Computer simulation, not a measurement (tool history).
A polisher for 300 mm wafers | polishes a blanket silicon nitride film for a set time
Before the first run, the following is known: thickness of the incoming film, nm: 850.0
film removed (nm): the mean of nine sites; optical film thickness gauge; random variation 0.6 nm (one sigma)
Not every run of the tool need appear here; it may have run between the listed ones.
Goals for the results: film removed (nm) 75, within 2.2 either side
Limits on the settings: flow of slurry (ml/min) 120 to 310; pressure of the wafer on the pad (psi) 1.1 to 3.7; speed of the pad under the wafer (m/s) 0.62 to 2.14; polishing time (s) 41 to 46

| run | hour | flow of slurry (ml/min) | pressure of the wafer on the pad (psi) | speed of the pad under the wafer (m/s) | polishing time (s) | film removed (nm) |
|---|---|---|---|---|---|---|
| 1 | 0 | 200 | 2.4 | 1.38 | 46 | 64.416 |
| 2 | 3.5 | 205 | 2.5 | 1.38 | 46 | 67.486 |
| 3 | 8.2 | 205 | 2 | 1.38 | 46 | 55.353 |
| 4 | 13.9 | 210 | 2.2 | 1.38 | 46 | 60.493 |
| 5 | 14.9 | 210 | 2.2 | 1.68 | 46 | 70.586 |
| 6 | 17 | 215 | 2.2 | 1.68 | 46 | 71.24 |
| 7 | 25.1 | 220 | 2.2 | 1.68 | 46 | 71.377 |
| 8 | 25.8 | 225 | 2.2 | 1.68 | 46 | 72.124 |
| 9 | 26.9 | 230 | 2.2 | 1.68 | 46 | 72.036 |
| 10 | 30.9 | 235 | 2.2 | 1.68 | 46 | 71.933 |

Consider the 5 candidate settings below. Which is the only one whose results all fall within their allowed miss of target?
| A | 34.9 | 250 | 2.8 | 1.5 | 42 | ? |
| B | 34.9 | 235 | 2.3 | 1.58 | 46 | ? |
| C | 34.9 | 240 | 2.3 | 1.7 | 42 | ? |
| D | 34.9 | 235 | 2.4 | 1.48 | 45 | ? |
| E | 34.9 | 235 | 2.1 | 1.7 | 43 | ? |

| move | film removed (nm) |
|---|---|
| A | 74.452 |
| B | 70.43 |
| C | 68.311 |
| D | 68.009 |
| E | 64.211 |
A: hits every target within its allowed miss
B: misses by more than the last run did
C: misses by more than the last run did
D: misses by more than the last run did
E: misses by more than the last run did
Correct choice: A, which meets every target
